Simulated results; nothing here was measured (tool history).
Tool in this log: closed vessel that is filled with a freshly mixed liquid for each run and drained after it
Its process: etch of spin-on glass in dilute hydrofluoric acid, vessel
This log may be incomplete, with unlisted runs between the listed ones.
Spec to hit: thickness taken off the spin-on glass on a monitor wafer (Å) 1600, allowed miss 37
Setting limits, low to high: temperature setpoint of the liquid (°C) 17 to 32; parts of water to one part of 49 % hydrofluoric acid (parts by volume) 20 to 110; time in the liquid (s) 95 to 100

run    day  temperature setpoint of the liquid (°C)  parts of water to one part of 49 % hydrofluoric acid (parts by volume)  time in the liquid (s)  thickness taken off the spin-on glass on a monitor wafer (Å)
  1      0                                       24                                                                      60                      95                                                        772.76
  2  0.346                                       24                                                                      45                      95                                                        1025.9
  3  0.475                                     26.5                                                                      45                      95                                                        1145.8
  4  0.596                                       28                                                                      45                      95                                                        1233.4
  5   0.75                                       29                                                                      45                      95                                                        1260.7
  6  0.842                                     30.5                                                                      45                      95                                                        1344.5
  7  0.938                                       31                                                                      45                      95                                                        1382.9
  8  1.121                                     31.5                                                                      45                      95                                                        1384.5

Consider the 4 candidate settings below. Which is the only one whose results all fall within their allowed miss of target?
  A  1.304                                       32                                                                      45                     100                                                             ?
  B  1.304                                     28.5                                                                      35                     100                                                             ?
  C  1.304                                     31.5                                                                      40                      95                                                             ?
  D  1.304                                     31.5                                                                      40                     100                                                             ?

move  thickness taken off the spin-on glass on a monitor wafer (Å)
   A                                                        1508.8
   B                                                        1715.8
   C                                                        1594.3
   D                                                        1678.2
A: nearer than the last run, and not there yet
B: pushes the last run's worst result past its target
C: meets every target
D: pushes the last run's worst result past its target
The right move is C.

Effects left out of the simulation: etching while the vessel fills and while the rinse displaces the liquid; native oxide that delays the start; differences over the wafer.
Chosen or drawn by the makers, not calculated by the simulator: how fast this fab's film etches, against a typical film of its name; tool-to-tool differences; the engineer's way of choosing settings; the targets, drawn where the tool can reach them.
